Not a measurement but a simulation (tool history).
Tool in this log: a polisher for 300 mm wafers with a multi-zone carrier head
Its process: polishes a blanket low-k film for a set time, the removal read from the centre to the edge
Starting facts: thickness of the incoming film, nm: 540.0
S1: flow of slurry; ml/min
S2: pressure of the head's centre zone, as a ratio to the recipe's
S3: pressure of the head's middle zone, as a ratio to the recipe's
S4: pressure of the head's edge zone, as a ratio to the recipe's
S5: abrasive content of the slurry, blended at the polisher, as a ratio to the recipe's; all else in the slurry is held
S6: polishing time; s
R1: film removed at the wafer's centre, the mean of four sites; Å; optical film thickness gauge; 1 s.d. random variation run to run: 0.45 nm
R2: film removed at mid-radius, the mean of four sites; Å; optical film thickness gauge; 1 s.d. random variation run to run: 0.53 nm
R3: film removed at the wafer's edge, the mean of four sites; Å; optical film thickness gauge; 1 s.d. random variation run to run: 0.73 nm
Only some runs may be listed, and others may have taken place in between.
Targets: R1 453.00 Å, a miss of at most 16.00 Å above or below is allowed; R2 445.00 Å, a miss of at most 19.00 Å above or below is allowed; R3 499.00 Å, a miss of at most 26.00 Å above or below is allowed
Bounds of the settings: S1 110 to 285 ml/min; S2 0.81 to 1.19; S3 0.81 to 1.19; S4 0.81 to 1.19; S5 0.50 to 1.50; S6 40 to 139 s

run 1 hour=0.0 | S1=180 S2=1.00 S3=1.00 S4=1.00 S5=1.00 S6=89 | R1=328.19 R2=329.23 R3=324.42
run 2 hour=4.7 | S1=225 S2=1.00 S3=1.00 S4=1.00 S5=1.00 S6=89 | R1=339.44 R2=333.01 R3=335.25
run 3 hour=12.4 | S1=225 S2=1.00 S3=1.00 S4=1.00 S5=0.85 S6=89 | R1=311.93 R2=310.41 R3=313.23
run 4 hour=15.0 | S1=225 S2=1.00 S3=1.00 S4=1.00 S5=0.70 S6=89 | R1=278.88 R2=278.02 R3=267.93
run 5 hour=23.1 | S1=260 S2=1.00 S3=1.00 S4=1.00 S5=0.70 S6=89 | R1=285.77 R2=286.50 R3=272.37
run 6 hour=27.9 | S1=255 S2=1.00 S3=1.00 S4=1.01 S5=0.80 S6=89 | R1=304.77 R2=303.69 R3=306.82
run 7 hour=34.5 | S1=255 S2=1.02 S3=1.02 S4=1.03 S5=0.85 S6=89 | R1=314.43 R2=321.08 R3=316.16
run 8 hour=41.4 | S1=255 S2=1.02 S3=1.02 S4=1.03 S5=0.85 S6=89 | R1=322.97 R2=319.29 R3=314.65
run 9 hour=48.0 | S1=255 S2=1.02 S3=1.02 S4=1.05 S5=0.95 S6=89 | R1=341.00 R2=336.27 R3=335.04
run 10 hour=54.5 | S1=255 S2=1.01 S3=1.01 S4=1.06 S5=1.05 S6=89 | R1=357.32 R2=357.63 R3=355.22
run 11 hour=62.3 | S1=215 S2=0.96 S3=0.91 S4=1.16 S5=1.30 S6=97 | R1=395.94 R2=379.92 R3=437.17
run 12 hour=64.1 | S1=215 S2=0.96 S3=0.92 S4=1.16 S5=1.35 S6=97 | R1=392.07 R2=387.34 R3=444.15
run 13 hour=66.1 | S1=220 S2=0.97 S3=0.93 S4=1.16 S5=1.35 S6=97 | R1=403.31 R2=396.82 R3=433.71

Which single option among these 4 for the next run brings every result within its allowed miss of target? Just one does.
run A hour=68.1 | S1=215 S2=0.96 S3=0.93 S4=1.18 S5=1.35 S6=108 | R1=? R2=? R3=?
run B hour=68.1 | S1=225 S2=0.94 S3=1.03 S4=1.11 S5=1.35 S6=84 | R1=? R2=? R3=?
run C hour=68.1 | S1=250 S2=0.89 S3=1.12 S4=1.11 S5=1.50 S6=80 | R1=? R2=? R3=?
run D hour=68.1 | S1=270 S2=0.95 S3=0.98 S4=1.16 S5=1.30 S6=81 | R1=? R2=? R3=?

move=A R1=453.50 R2=432.35 R3=506.03
move=B R1=348.02 R2=368.85 R3=382.68
move=C R1=331.92 R2=398.51 R3=383.08
move=D R1=342.34 R2=343.40 R3=378.31
A: meets every target
B: misses by more than the last run did
C: misses by more than the last run did
D: misses by more than the last run did
The move that meets every target is A.
